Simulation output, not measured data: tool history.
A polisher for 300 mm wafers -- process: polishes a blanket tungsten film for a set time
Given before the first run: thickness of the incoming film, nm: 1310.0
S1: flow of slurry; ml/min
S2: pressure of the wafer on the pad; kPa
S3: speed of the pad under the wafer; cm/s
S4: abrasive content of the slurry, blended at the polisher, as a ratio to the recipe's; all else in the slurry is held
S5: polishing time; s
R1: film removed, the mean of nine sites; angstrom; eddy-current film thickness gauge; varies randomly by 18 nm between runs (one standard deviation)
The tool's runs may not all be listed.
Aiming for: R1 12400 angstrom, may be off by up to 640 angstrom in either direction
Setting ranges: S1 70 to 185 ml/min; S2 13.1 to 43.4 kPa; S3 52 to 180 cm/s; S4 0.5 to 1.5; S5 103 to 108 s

run,hour,S1,S2,S3,S4,S5,R1
1,0,120,28.3,116,1,103,6727.9
2,1.2,120,31.7,118,1,103,7633.3
3,7.5,120,34.5,120,1,103,8583
4,12.6,120,34.5,120,1.1,103,8454
5,14.6,120,34.5,120,1.1,103,8420.7
6,18.8,120,29,120,1.1,103,7376.1
7,23.1,120,32.4,122,1.1,103,8162.1
8,29.8,120,35.2,124,1.1,103,8856.9
9,38.4,120,37.2,126,1.1,103,9565.1

Which one of the following 4 next-run settings gets every result inside its allowed miss? There is exactly one.
A,47,90,26.9,130,1.15,103,?
B,47,125,37.9,160,0.85,108,?
C,47,115,29,98,1.2,103,?
D,47,125,43.4,110,1.45,108,?

move,R1
A,6909.2
B,12446
C,6130.7
D,11206
A: further off than the last run
B: each result inside its tolerance
C: further off than the last run
D: moves toward the targets from the last run without getting all of them in spec
Go with B: it meets all targets.

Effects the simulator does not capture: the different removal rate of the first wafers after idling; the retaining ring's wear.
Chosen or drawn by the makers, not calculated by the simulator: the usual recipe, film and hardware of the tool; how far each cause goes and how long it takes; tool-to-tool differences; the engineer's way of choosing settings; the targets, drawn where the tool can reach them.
